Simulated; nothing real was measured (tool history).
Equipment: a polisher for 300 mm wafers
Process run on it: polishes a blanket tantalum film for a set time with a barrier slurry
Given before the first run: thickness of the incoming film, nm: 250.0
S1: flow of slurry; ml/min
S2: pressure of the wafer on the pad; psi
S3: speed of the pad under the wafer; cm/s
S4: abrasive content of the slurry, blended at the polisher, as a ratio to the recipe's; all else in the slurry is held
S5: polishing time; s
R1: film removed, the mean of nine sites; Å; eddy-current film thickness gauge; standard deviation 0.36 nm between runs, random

{"run": 1, "hour": 0.0, "S1": 280, "S2": 1.9, "S3": 128, "S4": 1.0, "S5": 30, "R1": 496.81}
{"run": 2, "hour": 7.0, "S1": 280, "S2": 1.9, "S3": 128, "S4": 1.0, "S5": 27, "R1": 439.49}
{"run": 3, "hour": 12.9, "S1": 280, "S2": 1.9, "S3": 128, "S4": 1.1, "S5": 27, "R1": 450.7}
{"run": 4, "hour": 20.8, "S1": 285, "S2": 2.0, "S3": 128, "S4": 1.1, "S5": 27, "R1": 471.88}
{"run": 5, "hour": 26.6, "S1": 250, "S2": 2.0, "S3": 128, "S4": 1.1, "S5": 27, "R1": 467.74}
{"run": 6, "hour": 28.6, "S1": 250, "S2": 2.0, "S3": 100, "S4": 1.1, "S5": 27, "R1": 387.25}
{"run": 7, "hour": 34.7, "S1": 255, "S2": 2.1, "S3": 100, "S4": 1.1, "S5": 27, "R1": 402.07}
{"run": 8, "hour": 42.9, "S1": 255, "S2": 2.2, "S3": 100, "S4": 1.1, "S5": 27, "R1": 412.05}

Run 9, settings as shown, results not yet in. Your forecast:
{"run": 9, "hour": 46.5, "S1": 280, "S2": 2.8, "S3": 102, "S4": 1.1, "S5": 27, "R1": "?"}

Run 9 yielded R1 522.29 Å.
